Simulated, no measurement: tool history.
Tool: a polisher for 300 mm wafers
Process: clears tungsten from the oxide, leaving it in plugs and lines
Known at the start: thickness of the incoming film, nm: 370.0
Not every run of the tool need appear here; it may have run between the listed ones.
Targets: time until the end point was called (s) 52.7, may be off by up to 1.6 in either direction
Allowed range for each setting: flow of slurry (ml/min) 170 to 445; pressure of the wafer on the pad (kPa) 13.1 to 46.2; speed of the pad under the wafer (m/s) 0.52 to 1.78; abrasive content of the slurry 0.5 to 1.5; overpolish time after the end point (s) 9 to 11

run,hour,flow of slurry (ml/min),pressure of the wafer on the pad (kPa),speed of the pad under the wafer (m/s),abrasive content of the slurry,overpolish time after the end point (s),time until the end point was called (s)
1,0,285,29.6,1.14,1,11,68.728
2,4,285,32.4,1.14,1,11,64.992
3,5.8,285,32.4,0.96,1,11,75.484
4,12.4,285,35.2,0.96,1,11,71.015
5,14.3,285,35.2,0.96,1,11,71.674
6,17.9,285,37.9,0.98,1,11,65.162
7,19.7,285,40,0.98,1,11,62.628
8,25.1,285,41.4,0.98,1,11,61.557
9,33.8,285,42.7,1,1,11,59.59
10,40.8,285,43.4,1.02,1,11,56.742
11,48.8,285,44.1,1.02,1,11,56.843

Which single option among these 5 for the next run brings every result within its allowed miss of target? Just one does.
A,56.8,295,37.9,1.26,0.95,9,?
B,56.8,280,45.5,0.88,1.1,9,?
C,56.8,310,46.2,0.9,0.9,9,?
D,56.8,270,42.1,0.96,1,11,?
E,56.8,260,37.2,1.16,1,10,?

move,time until the end point was called (s)
A,53.042
B,62.784
C,61.93
D,62.894
E,58.41
A: each result inside its tolerance
B: its largest miss is bigger than the last run's
C: its largest miss is bigger than the last run's
D: its largest miss is bigger than the last run's
E: its largest miss is bigger than the last run's
So the answer is move A, the one that meets all the targets.

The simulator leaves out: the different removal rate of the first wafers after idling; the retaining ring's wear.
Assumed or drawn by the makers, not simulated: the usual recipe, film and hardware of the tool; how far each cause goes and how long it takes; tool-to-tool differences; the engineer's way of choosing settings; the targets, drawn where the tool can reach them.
